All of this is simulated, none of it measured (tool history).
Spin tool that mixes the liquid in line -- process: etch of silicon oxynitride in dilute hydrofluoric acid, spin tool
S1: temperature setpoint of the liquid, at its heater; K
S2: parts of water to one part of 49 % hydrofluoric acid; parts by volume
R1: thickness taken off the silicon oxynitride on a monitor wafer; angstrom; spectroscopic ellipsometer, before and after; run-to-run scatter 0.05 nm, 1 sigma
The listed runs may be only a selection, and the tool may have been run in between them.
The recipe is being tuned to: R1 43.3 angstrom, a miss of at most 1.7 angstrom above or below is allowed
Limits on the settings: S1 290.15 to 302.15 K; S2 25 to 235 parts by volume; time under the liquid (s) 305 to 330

run 1 day=0 | S1=294.15 S2=130 time_under_the_liquid_(s)=305 | R1=35.659
run 2 day=0.325 | S1=292.65 S2=130 time_under_the_liquid_(s)=305 | R1=33.701
run 3 day=0.642 | S1=293.65 S2=130 time_under_the_liquid_(s)=305 | R1=35.033
run 4 day=0.962 | S1=294.65 S2=130 time_under_the_liquid_(s)=305 | R1=36.589
run 5 day=1.333 | S1=294.65 S2=130 time_under_the_liquid_(s)=330 | R1=39.999
run 6 day=1.5 | S1=293.65 S2=130 time_under_the_liquid_(s)=330 | R1=37.621
run 7 day=1.817 | S1=294.15 S2=130 time_under_the_liquid_(s)=330 | R1=39.051
run 8 day=1.962 | S1=294.65 S2=130 time_under_the_liquid_(s)=330 | R1=39.43
run 9 day=2.2 | S1=294.65 S2=130 time_under_the_liquid_(s)=330 | R1=39.122
run 10 day=2.396 | S1=295.15 S2=130 time_under_the_liquid_(s)=330 | R1=41.039
run 11 day=2.508 | S1=295.65 S2=130 time_under_the_liquid_(s)=330 | R1=41.323

Exactly one of the 5 candidate moves below puts every result within its allowed miss. Which one?
run A day=2.621 | S1=294.15 S2=125 time_under_the_liquid_(s)=330 | R1=?
run B day=2.621 | S1=299.65 S2=155 time_under_the_liquid_(s)=305 | R1=?
run C day=2.621 | S1=297.65 S2=130 time_under_the_liquid_(s)=310 | R1=?
run D day=2.621 | S1=296.65 S2=120 time_under_the_liquid_(s)=330 | R1=?
run E day=2.621 | S1=295.15 S2=135 time_under_the_liquid_(s)=320 | R1=?

move=A R1=40.165
move=B R1=37.699
move=C R1=42.602
move=D R1=47.279
move=E R1=37.538
A: misses by more than the last run did
B: misses by more than the last run did
C: meets every target
D: takes the biggest miss from the last run beyond its target
E: misses by more than the last run did
The right move is C.
